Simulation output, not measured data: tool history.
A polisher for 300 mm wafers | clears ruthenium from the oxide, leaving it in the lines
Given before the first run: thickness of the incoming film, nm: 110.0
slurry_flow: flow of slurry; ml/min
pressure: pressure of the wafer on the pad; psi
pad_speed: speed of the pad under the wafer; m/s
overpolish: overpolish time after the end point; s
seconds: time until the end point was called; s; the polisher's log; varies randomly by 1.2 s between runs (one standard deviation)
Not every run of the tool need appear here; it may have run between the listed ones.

run 1 hour=0 | slurry_flow=175 pressure=2.5 pad_speed=1.22 overpolish=18 | seconds=55.709
run 2 hour=1.1 | slurry_flow=175 pressure=2.5 pad_speed=1.44 overpolish=18 | seconds=48.216
run 3 hour=3.1 | slurry_flow=160 pressure=2.5 pad_speed=1.44 overpolish=18 | seconds=48.331
run 4 hour=10 | slurry_flow=135 pressure=2.5 pad_speed=1.44 overpolish=18 | seconds=49.529
run 5 hour=19 | slurry_flow=115 pressure=2.5 pad_speed=1.44 overpolish=18 | seconds=51.027
run 6 hour=22.2 | slurry_flow=115 pressure=2.5 pad_speed=1.22 overpolish=18 | seconds=59.675
run 7 hour=23.2 | slurry_flow=115 pressure=2.2 pad_speed=1.16 overpolish=18 | seconds=70.073
run 8 hour=27.5 | slurry_flow=115 pressure=1.9 pad_speed=1.12 overpolish=18 | seconds=79.473
run 9 hour=33 | slurry_flow=115 pressure=1.7 pad_speed=1.06 overpolish=18 | seconds=91.905
run 10 hour=37.2 | slurry_flow=115 pressure=1.6 pad_speed=1.04 overpolish=18 | seconds=97.728
run 11 hour=38 | slurry_flow=115 pressure=1.5 pad_speed=1.02 overpolish=18 | seconds=102.33
run 12 hour=41.5 | slurry_flow=115 pressure=1.4 pad_speed=1 overpolish=18 | seconds=111.09
run 13 hour=45.9 | slurry_flow=115 pressure=1.4 pad_speed=1 overpolish=18 | seconds=109.42

Expected results for the next run?
run 14 hour=49.4 | slurry_flow=115 pressure=1.3 pad_speed=1 overpolish=18 | seconds=?

{"run 14": {"seconds": 113.84}}
